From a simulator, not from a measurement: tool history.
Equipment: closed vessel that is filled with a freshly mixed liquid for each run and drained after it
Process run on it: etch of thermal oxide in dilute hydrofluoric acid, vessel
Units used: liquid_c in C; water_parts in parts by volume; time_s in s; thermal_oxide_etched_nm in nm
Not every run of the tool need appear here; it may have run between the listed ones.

{"run": 1, "day": 0.0, "liquid_c": 23.0, "water_parts": 80, "time_s": 1570, "thermal_oxide_etched_nm": 92.394}
{"run": 2, "day": 0.158, "liquid_c": 21.0, "water_parts": 80, "time_s": 1570, "thermal_oxide_etched_nm": 85.003}
{"run": 3, "day": 0.362, "liquid_c": 21.0, "water_parts": 55, "time_s": 1570, "thermal_oxide_etched_nm": 127.3}
{"run": 4, "day": 0.704, "liquid_c": 20.0, "water_parts": 65, "time_s": 1570, "thermal_oxide_etched_nm": 100.86}
{"run": 5, "day": 0.75, "liquid_c": 19.0, "water_parts": 70, "time_s": 1570, "thermal_oxide_etched_nm": 89.794}
{"run": 6, "day": 0.896, "liquid_c": 20.5, "water_parts": 70, "time_s": 1570, "thermal_oxide_etched_nm": 96.059}

The next listed run, before its measurement:
{"run": 7, "day": 0.929, "liquid_c": 19.5, "water_parts": 75, "time_s": 1570, "thermal_oxide_etched_nm": "?"}

Run 7 came out at thermal_oxide_etched_nm 84.447 nm.
